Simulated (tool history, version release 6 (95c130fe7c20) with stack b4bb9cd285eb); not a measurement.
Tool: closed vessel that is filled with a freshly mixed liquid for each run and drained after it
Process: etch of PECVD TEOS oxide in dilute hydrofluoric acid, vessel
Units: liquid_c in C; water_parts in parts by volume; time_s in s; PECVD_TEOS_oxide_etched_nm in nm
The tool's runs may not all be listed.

run 1 day=0.000 | liquid_c=22.0 water_parts=105 time_s=355 | PECVD_TEOS_oxide_etched_nm=39.334
run 2 day=0.167 | liquid_c=24.5 water_parts=90 time_s=355 | PECVD_TEOS_oxide_etched_nm=51.614
run 3 day=0.408 | liquid_c=26.5 water_parts=80 time_s=355 | PECVD_TEOS_oxide_etched_nm=62.990
run 4 day=0.721 | liquid_c=29.5 water_parts=80 time_s=355 | PECVD_TEOS_oxide_etched_nm=72.248
run 5 day=0.896 | liquid_c=29.5 water_parts=75 time_s=355 | PECVD_TEOS_oxide_etched_nm=76.837
run 6 day=1.046 | liquid_c=27.0 water_parts=75 time_s=355 | PECVD_TEOS_oxide_etched_nm=69.640
run 7 day=1.221 | liquid_c=28.0 water_parts=70 time_s=355 | PECVD_TEOS_oxide_etched_nm=77.755

Run 8 comes next. What will it give?
run 8 day=1.579 | liquid_c=28.5 water_parts=70 time_s=355 | PECVD_TEOS_oxide_etched_nm=?

PECVD_TEOS_oxide_etched_nm: 80.639 nm
